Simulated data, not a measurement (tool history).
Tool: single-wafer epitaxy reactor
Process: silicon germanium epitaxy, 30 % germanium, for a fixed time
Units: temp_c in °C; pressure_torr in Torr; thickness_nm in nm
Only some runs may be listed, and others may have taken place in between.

{"run": 1, "hour": 0.0, "temp_c": 580, "pressure_torr": 20.2, "thickness_nm": 43.074}
{"run": 2, "hour": 6.3, "temp_c": 583, "pressure_torr": 20.3, "thickness_nm": 46.24}
{"run": 3, "hour": 15.3, "temp_c": 585, "pressure_torr": 20.4, "thickness_nm": 48.458}
{"run": 4, "hour": 18.4, "temp_c": 585, "pressure_torr": 18.8, "thickness_nm": 46.943}
{"run": 5, "hour": 25.2, "temp_c": 593, "pressure_torr": 18.8, "thickness_nm": 55.785}
{"run": 6, "hour": 29.8, "temp_c": 594, "pressure_torr": 18.8, "thickness_nm": 56.733}

Forecast run 7:
{"hour": 36.5, "done": "capacitance manometer re-zeroed and calibrated"}
{"run": 7, "hour": 36.5, "temp_c": 595, "pressure_torr": 18.8, "thickness_nm": "?"}

{"run 7": {"thickness_nm": 57.544}}
